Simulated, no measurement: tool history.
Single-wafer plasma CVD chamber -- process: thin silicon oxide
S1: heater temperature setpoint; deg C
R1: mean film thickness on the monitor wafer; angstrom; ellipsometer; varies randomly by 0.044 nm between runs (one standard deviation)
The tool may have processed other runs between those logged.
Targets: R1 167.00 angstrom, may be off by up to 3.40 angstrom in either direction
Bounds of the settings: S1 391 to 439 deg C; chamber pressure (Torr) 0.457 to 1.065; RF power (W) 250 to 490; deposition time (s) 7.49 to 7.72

run 1 hour=0.0 | S1=415 chamber_pressure_(Torr)=0.761 RF_power_(W)=370 deposition_time_(s)=7.49 | R1=152.98
run 2 hour=5.4 | S1=415 chamber_pressure_(Torr)=0.772 RF_power_(W)=370 deposition_time_(s)=7.49 | R1=153.91
run 3 hour=14.2 | S1=415 chamber_pressure_(Torr)=0.783 RF_power_(W)=370 deposition_time_(s)=7.49 | R1=156.14
run 4 hour=17.1 | S1=415 chamber_pressure_(Torr)=0.792 RF_power_(W)=370 deposition_time_(s)=7.49 | R1=158.75
run 5 hour=17.9 | S1=415 chamber_pressure_(Torr)=0.792 RF_power_(W)=325 deposition_time_(s)=7.49 | R1=150.77
run 6 hour=26.1 | S1=415 chamber_pressure_(Torr)=0.805 RF_power_(W)=325 deposition_time_(s)=7.49 | R1=153.80
run 7 hour=32.0 | S1=415 chamber_pressure_(Torr)=0.805 RF_power_(W)=325 deposition_time_(s)=7.49 | R1=154.08
run 8 hour=40.2 | S1=415 chamber_pressure_(Torr)=0.815 RF_power_(W)=325 deposition_time_(s)=7.49 | R1=155.69
run 9 hour=48.6 | S1=415 chamber_pressure_(Torr)=0.824 RF_power_(W)=325 deposition_time_(s)=7.49 | R1=157.65

Which of these 4 next moves meets every target?
run A hour=57.0 | S1=415 chamber_pressure_(Torr)=0.815 RF_power_(W)=355 deposition_time_(s)=7.72 | R1=?
run B hour=57.0 | S1=412 chamber_pressure_(Torr)=0.744 RF_power_(W)=310 deposition_time_(s)=7.49 | R1=?
run C hour=57.0 | S1=413 chamber_pressure_(Torr)=0.882 RF_power_(W)=345 deposition_time_(s)=7.72 | R1=?
run D hour=57.0 | S1=412 chamber_pressure_(Torr)=0.931 RF_power_(W)=285 deposition_time_(s)=7.72 | R1=?

move=A R1=166.42
move=B R1=141.38
move=C R1=176.54
move=D R1=172.86
A: all results land within tolerance of their targets
B: further off than the last run
C: carries the result that was furthest off beyond its target, to the other side
D: carries the result that was furthest off beyond its target, to the other side
Answer: A

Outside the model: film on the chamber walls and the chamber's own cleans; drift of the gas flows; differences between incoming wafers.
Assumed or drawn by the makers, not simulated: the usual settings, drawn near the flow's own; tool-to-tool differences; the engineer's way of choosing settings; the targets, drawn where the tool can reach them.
